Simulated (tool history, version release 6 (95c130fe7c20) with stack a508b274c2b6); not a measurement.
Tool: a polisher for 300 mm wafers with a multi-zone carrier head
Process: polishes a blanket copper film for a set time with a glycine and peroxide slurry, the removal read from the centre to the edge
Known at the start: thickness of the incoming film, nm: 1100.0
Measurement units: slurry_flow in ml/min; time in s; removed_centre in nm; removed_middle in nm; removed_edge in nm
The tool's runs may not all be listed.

| run | hour | slurry_flow | centre_zone | middle_zone | edge_zone | time | removed_centre | removed_middle | removed_edge |
|---|---|---|---|---|---|---|---|---|---|
| 1 | 0.0 | 275 | 1.00 | 1.00 | 1.00 | 48 | 279.71 | 271.18 | 280.71 |
| 2 | 3.5 | 210 | 1.00 | 1.00 | 1.00 | 48 | 268.76 | 264.07 | 273.85 |
| 3 | 7.9 | 210 | 1.00 | 1.00 | 0.96 | 48 | 263.31 | 259.51 | 268.75 |
| 4 | 11.3 | 245 | 1.00 | 1.00 | 0.96 | 48 | 274.47 | 272.02 | 271.45 |
| 5 | 16.9 | 300 | 1.00 | 1.00 | 0.96 | 48 | 279.57 | 277.12 | 274.36 |
| 6 | 25.5 | 300 | 1.00 | 1.00 | 0.93 | 48 | 280.42 | 269.31 | 276.42 |
| 7 | 31.9 | 290 | 0.98 | 0.99 | 0.93 | 46 | 262.17 | 260.76 | 261.65 |
| 8 | 39.4 | 280 | 0.96 | 0.98 | 0.94 | 44 | 254.73 | 249.78 | 251.53 |
| 9 | 43.7 | 265 | 0.94 | 0.98 | 0.96 | 42 | 228.29 | 237.96 | 243.70 |
| 10 | 46.0 | 260 | 0.93 | 0.97 | 0.96 | 40 | 215.36 | 220.05 | 226.15 |
| 11 | 54.4 | 250 | 0.92 | 0.97 | 0.97 | 39 | 209.20 | 215.01 | 220.29 |
| 12 | 60.2 | 240 | 0.91 | 0.97 | 0.99 | 38 | 198.38 | 209.69 | 216.10 |
| 13 | 68.7 | 200 | 0.81 | 0.91 | 0.99 | 25 | 112.12 | 130.21 | 139.73 |
| 14 | 74.2 | 275 | 0.86 | 1.00 | 1.09 | 25 | 125.96 | 142.34 | 149.14 |

Run 15 is up next; what results do you expect?
| 15 | 77.8 | 275 | 0.86 | 1.00 | 1.09 | 26 | ? | ? | ? |

removed_centre: 130.84 nm
removed_middle: 148.59 nm
removed_edge: 153.15 nm
